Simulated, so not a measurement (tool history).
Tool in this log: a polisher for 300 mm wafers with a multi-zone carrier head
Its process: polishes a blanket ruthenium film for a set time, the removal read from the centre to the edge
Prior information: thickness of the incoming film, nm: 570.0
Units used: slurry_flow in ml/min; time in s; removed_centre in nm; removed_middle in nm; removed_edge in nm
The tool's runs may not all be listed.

run 1 hour=0 | slurry_flow=285 centre_zone=1 middle_zone=1 edge_zone=1 time=31 | removed_centre=32.476 removed_middle=32.261 removed_edge=33.646
run 2 hour=5.6 | slurry_flow=280 centre_zone=1 middle_zone=0.99 edge_zone=0.98 time=29 | removed_centre=30.068 removed_middle=30.326 removed_edge=31.475
run 3 hour=12.4 | slurry_flow=280 centre_zone=1.01 middle_zone=0.98 edge_zone=0.97 time=27 | removed_centre=28.733 removed_middle=28.724 removed_edge=29.151
run 4 hour=17.6 | slurry_flow=310 centre_zone=1.01 middle_zone=0.98 edge_zone=0.97 time=27 | removed_centre=28.95 removed_middle=28.551 removed_edge=29.111
run 5 hour=22.6 | slurry_flow=310 centre_zone=0.94 middle_zone=0.98 edge_zone=0.97 time=27 | removed_centre=26.82 removed_middle=28.311 removed_edge=29.468
run 6 hour=29.5 | slurry_flow=310 centre_zone=0.95 middle_zone=0.96 edge_zone=0.97 time=26 | removed_centre=25.962 removed_middle=26.486 removed_edge=28.473
run 7 hour=37.7 | slurry_flow=310 centre_zone=0.96 middle_zone=0.95 edge_zone=0.96 time=25 | removed_centre=25.211 removed_middle=25.367 removed_edge=27.233
run 8 hour=41.2 | slurry_flow=310 centre_zone=0.97 middle_zone=0.94 edge_zone=0.95 time=24 | removed_centre=24.302 removed_middle=24.146 removed_edge=26.048
run 9 hour=49.1 | slurry_flow=310 centre_zone=0.98 middle_zone=0.93 edge_zone=0.94 time=23 | removed_centre=23.745 removed_middle=22.676 removed_edge=24.745
run 10 hour=53 | slurry_flow=270 centre_zone=0.94 middle_zone=0.86 edge_zone=0.84 time=20 | removed_centre=19.438 removed_middle=18.529 removed_edge=20.185
run 11 hour=55.1 | slurry_flow=275 centre_zone=0.94 middle_zone=0.86 edge_zone=0.84 time=20 | removed_centre=19.547 removed_middle=18.669 removed_edge=20.247

What will run 12 give?
run 12 hour=58.9 | slurry_flow=280 centre_zone=0.94 middle_zone=0.86 edge_zone=0.84 time=20 | removed_centre=? removed_middle=? removed_edge=?

{"run 12": {"removed_centre": 19.487, "removed_middle": 19.263, "removed_edge": 20.587}}
